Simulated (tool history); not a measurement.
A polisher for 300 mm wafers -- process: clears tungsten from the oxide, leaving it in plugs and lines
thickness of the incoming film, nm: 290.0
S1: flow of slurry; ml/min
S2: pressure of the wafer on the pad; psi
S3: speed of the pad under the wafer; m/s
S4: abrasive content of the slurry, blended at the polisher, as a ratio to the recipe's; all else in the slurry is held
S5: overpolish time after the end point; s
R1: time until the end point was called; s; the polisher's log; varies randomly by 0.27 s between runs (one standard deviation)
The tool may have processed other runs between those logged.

run 1 day=0 | S1=190 S2=2.9 S3=1.36 S4=1 S5=47 | R1=50.199
run 2 day=0.262 | S1=190 S2=2.9 S3=1.36 S4=0.8 S5=47 | R1=52.798
run 3 day=0.358 | S1=195 S2=3.1 S3=1.36 S4=0.8 S5=47 | R1=50.162
run 4 day=0.392 | S1=195 S2=3.1 S3=1.64 S4=0.8 S5=47 | R1=42.752
run 5 day=0.662 | S1=235 S2=3.1 S3=1.64 S4=0.8 S5=47 | R1=41.661
run 6 day=0.754 | S1=235 S2=3.1 S3=1.64 S4=0.8 S5=50 | R1=41.776
run 7 day=1.129 | S1=235 S2=3.2 S3=1.64 S4=0.8 S5=50 | R1=41.436
run 8 day=1.267 | S1=235 S2=3.3 S3=1.64 S4=0.8 S5=50 | R1=39.693
run 9 day=1.392 | S1=235 S2=3.4 S3=1.64 S4=0.8 S5=50 | R1=38.088

The next listed run, before its measurement:
run 10 day=1.633 | S1=235 S2=3.5 S3=1.64 S4=0.8 S5=50 | R1=?

R1: 37.271 s

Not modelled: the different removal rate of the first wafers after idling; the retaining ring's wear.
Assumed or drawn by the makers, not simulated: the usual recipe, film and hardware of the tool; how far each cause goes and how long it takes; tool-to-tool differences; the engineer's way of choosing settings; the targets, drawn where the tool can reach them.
